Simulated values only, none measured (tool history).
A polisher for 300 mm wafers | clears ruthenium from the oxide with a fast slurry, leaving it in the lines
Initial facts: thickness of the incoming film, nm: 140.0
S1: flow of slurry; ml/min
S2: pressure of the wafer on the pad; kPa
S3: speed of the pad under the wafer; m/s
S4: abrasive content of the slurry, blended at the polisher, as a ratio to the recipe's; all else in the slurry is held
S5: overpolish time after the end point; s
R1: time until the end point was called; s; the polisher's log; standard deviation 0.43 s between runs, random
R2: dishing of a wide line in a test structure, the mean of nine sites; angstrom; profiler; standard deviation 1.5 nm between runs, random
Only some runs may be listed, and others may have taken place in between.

run	hour	S1	S2	S3	S4	S5	R1	R2
1	0.0	195	11.7	1.26	1.0	24	42.285	547.04
2	5.1	195	12.4	1.26	1.0	24	38.994	539.71
3	6.4	195	13.1	1.26	1.0	24	37.484	558.08
4	12.1	195	13.8	1.26	1.0	24	35.916	568.08
5	12.8	150	13.8	1.26	1.0	24	35.545	578.83
6	20.4	130	13.8	1.26	1.0	24	37.724	586.10

What will run 7 give?
7	28.2	135	14.5	1.26	1.0	24	?	?

{"run 7": {"R1": 35.082, "R2": 571.72}}

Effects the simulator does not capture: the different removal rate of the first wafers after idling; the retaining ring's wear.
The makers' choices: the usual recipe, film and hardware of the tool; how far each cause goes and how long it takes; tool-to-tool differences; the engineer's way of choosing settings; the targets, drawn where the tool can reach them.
